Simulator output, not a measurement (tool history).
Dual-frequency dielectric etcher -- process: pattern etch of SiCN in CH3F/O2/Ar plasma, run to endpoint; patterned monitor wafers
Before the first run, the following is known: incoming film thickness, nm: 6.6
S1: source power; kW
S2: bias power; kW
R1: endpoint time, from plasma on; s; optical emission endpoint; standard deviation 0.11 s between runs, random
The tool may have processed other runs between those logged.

{"run": 1, "day": 0.0, "S1": 0.36, "S2": 0.075, "R1": 18.538}
{"run": 2, "day": 0.292, "S1": 0.31, "S2": 0.075, "R1": 19.27}
{"run": 3, "day": 0.504, "S1": 0.35, "S2": 0.08, "R1": 18.537}
{"run": 4, "day": 0.879, "S1": 0.3, "S2": 0.08, "R1": 19.242}
{"run": 5, "day": 0.917, "S1": 0.34, "S2": 0.086, "R1": 17.978}
{"run": 6, "day": 1.133, "S1": 0.36, "S2": 0.089, "R1": 17.745}
{"run": 7, "day": 1.25, "S1": 0.38, "S2": 0.092, "R1": 17.248}
{"run": 8, "day": 1.542, "S1": 0.4, "S2": 0.094, "R1": 16.933}
{"run": 9, "day": 1.754, "S1": 0.41, "S2": 0.096, "R1": 16.832}

The next listed run, before its measurement:
{"run": 10, "day": 1.958, "S1": 0.42, "S2": 0.098, "R1": "?"}

For run 10 the tool returned R1 16.637 s.
